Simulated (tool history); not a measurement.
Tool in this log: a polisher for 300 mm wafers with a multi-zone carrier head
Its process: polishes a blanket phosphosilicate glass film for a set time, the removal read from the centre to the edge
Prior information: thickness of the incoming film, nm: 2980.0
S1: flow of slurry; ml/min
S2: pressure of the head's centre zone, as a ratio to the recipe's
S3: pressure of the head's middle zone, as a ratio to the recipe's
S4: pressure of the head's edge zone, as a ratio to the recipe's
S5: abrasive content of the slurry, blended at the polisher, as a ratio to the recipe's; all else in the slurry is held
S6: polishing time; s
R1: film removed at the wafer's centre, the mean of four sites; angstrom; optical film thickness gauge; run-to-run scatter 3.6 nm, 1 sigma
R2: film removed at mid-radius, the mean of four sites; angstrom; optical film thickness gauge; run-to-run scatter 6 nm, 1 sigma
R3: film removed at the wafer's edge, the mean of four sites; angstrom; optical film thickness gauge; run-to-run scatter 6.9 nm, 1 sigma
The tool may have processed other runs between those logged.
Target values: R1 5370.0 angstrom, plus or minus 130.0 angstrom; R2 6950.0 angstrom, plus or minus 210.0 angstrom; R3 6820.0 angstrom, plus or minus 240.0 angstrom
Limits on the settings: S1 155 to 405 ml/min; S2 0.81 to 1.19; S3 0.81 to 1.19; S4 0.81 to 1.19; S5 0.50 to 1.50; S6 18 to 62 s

run 1 hour=0.0 | S1=260 S2=1.00 S3=1.00 S4=1.00 S5=1.00 S6=40 | R1=4015.2 R2=4052.8 R3=4089.9
run 2 hour=1.5 | S1=260 S2=1.06 S3=1.00 S4=1.00 S5=1.00 S6=40 | R1=4291.4 R2=4090.0 R3=4101.8
run 3 hour=2.5 | S1=260 S2=1.01 S3=1.04 S4=1.04 S5=1.15 S6=42 | R1=4554.4 R2=4618.0 R3=4655.5
run 4 hour=7.3 | S1=235 S2=1.01 S3=1.04 S4=1.04 S5=1.15 S6=42 | R1=4557.4 R2=4564.7 R3=4639.9
run 5 hour=11.1 | S1=255 S2=0.97 S3=1.08 S4=1.07 S5=1.25 S6=44 | R1=4713.6 R2=5067.1 R3=5200.8
run 6 hour=17.3 | S1=255 S2=0.97 S3=1.08 S4=1.04 S5=1.25 S6=44 | R1=4723.6 R2=5142.9 R3=5057.3
run 7 hour=19.9 | S1=255 S2=0.97 S3=1.08 S4=1.04 S5=1.25 S6=44 | R1=4738.6 R2=5112.9 R3=5003.4
run 8 hour=25.6 | S1=275 S2=0.94 S3=1.11 S4=1.07 S5=1.30 S6=45 | R1=4813.4 R2=5419.6 R3=5248.9
run 9 hour=31.3 | S1=260 S2=0.91 S3=1.13 S4=1.08 S5=1.35 S6=47 | R1=4859.1 R2=5822.1 R3=5741.9
run 10 hour=39.6 | S1=255 S2=0.90 S3=1.14 S4=1.08 S5=1.40 S6=48 | R1=4992.6 R2=5990.1 R3=5759.7
run 11 hour=43.7 | S1=275 S2=0.89 S3=1.15 S4=1.10 S5=1.45 S6=49 | R1=5140.9 R2=6312.0 R3=6102.6

5 candidate next runs follow, results not yet known. Just one meets every target within its allowed miss. Identify it.
run A hour=47.8 | S1=270 S2=0.85 S3=1.19 S4=1.17 S5=1.50 S6=55 | R1=? R2=? R3=?
run B hour=47.8 | S1=340 S2=0.93 S3=1.10 S4=1.02 S5=1.20 S6=50 | R1=? R2=? R3=?
run C hour=47.8 | S1=240 S2=0.86 S3=1.18 S4=1.14 S5=1.20 S6=58 | R1=? R2=? R3=?
run D hour=47.8 | S1=405 S2=0.98 S3=1.19 S4=1.02 S5=1.25 S6=43 | R1=? R2=? R3=?
run E hour=47.8 | S1=285 S2=1.03 S3=1.19 S4=1.00 S5=1.45 S6=43 | R1=? R2=? R3=?

move=A R1=5578.5 R2=7172.5 R3=7217.2
move=B R1=5212.4 R2=5808.8 R3=5719.8
move=C R1=5419.3 R2=6855.7 R3=6861.3
move=D R1=4868.2 R2=5403.5 R3=5040.6
move=E R1=5256.2 R2=5561.8 R3=5170.7
A: pushes the last run's worst result past its target
B: its largest miss is bigger than the last run's
C: in spec on every target
D: its largest miss is bigger than the last run's
E: its largest miss is bigger than the last run's
So the answer is move C, the one that meets all the targets.
